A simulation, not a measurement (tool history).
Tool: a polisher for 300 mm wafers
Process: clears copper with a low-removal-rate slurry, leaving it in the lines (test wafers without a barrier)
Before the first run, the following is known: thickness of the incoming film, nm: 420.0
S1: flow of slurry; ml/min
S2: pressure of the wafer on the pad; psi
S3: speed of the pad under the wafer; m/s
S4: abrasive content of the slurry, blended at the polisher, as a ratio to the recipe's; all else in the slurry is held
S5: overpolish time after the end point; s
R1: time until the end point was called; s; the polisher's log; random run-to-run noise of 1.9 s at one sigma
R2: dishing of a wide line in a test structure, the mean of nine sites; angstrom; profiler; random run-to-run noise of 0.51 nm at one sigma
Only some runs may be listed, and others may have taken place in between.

Run 1, hour 0: S1 200 ml/min, S2 3.8 psi, S3 1 m/s, S4 1, S5 22 s. Result: R1 93.887 s, R2 507.58 angstrom.
Run 2, hour 5.3: S1 170 ml/min, S2 3.8 psi, S3 1 m/s, S4 1, S5 22 s. Result: R1 96.749 s, R2 495.47 angstrom.
Run 3, hour 6.3: S1 170 ml/min, S2 3.8 psi, S3 1 m/s, S4 0.8, S5 22 s. Result: R1 102.66 s, R2 481.98 angstrom.
Run 4, hour 13.2: S1 170 ml/min, S2 3.8 psi, S3 1.18 m/s, S4 0.8, S5 22 s. Result: R1 87.386 s, R2 544.63 angstrom.
Run 5, hour 21.8: S1 160 ml/min, S2 3.2 psi, S3 1.16 m/s, S4 0.75, S5 25 s. Result: R1 107.93 s, R2 507.96 angstrom.
Run 6, hour 28.7: S1 155 ml/min, S2 2.9 psi, S3 1.16 m/s, S4 0.75, S5 27 s. Result: R1 118.99 s, R2 499.68 angstrom.

Forecast run 7:
Run 7, hour 29.3: S1 150 ml/min, S2 2.7 psi, S3 1.16 m/s, S4 0.75, S5 28 s. Result: R1 ?, R2 ?.

R1: 125.57 s
R2: 468.87 angstrom

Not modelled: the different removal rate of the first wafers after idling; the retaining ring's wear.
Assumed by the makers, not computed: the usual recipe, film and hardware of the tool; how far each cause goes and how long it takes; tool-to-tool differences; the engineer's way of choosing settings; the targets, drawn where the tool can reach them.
